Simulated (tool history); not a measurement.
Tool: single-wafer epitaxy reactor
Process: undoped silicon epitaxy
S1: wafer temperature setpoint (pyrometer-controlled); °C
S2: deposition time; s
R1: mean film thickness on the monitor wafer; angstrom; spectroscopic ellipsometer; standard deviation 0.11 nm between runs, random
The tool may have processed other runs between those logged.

run,hour,S1,S2,R1
1,0,655,193,388.37
2,2,648,193,338.04
3,9.5,652,193,366.82
4,12.8,652,213,405.19
5,14.1,654,213,421.63
6,20.5,654,228,451.17
7,24.3,655,228,461.88
8,32,656,228,470.33

Run 9 has not been measured yet. What should we expect?
9,36.3,657,228,?

Run 9 yielded R1 478.2 angstrom.
